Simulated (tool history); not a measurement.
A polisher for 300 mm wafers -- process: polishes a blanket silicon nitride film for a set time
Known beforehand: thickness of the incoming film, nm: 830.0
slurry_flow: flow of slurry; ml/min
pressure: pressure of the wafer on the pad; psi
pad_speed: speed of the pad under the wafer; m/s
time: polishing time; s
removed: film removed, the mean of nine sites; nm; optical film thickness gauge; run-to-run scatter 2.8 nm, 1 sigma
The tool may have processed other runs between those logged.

run,hour,slurry_flow,pressure,pad_speed,time,removed
1,0,225,4.6,1.24,69,162.72
2,4.3,225,4.6,1.24,69,161.65
3,6.4,225,4.2,1.24,69,150.89
4,9.6,225,4.8,1.26,69,172.38
5,13.2,225,5.2,1.26,69,186.18
6,16.1,225,5.5,1.26,69,199.07
7,18.9,225,5.7,1.26,69,202.44
8,25.4,225,5.9,1.26,69,211.58

What does the tool deliver on the next run?
9,31.4,225,6,1.26,69,?

removed: 213.68 nm

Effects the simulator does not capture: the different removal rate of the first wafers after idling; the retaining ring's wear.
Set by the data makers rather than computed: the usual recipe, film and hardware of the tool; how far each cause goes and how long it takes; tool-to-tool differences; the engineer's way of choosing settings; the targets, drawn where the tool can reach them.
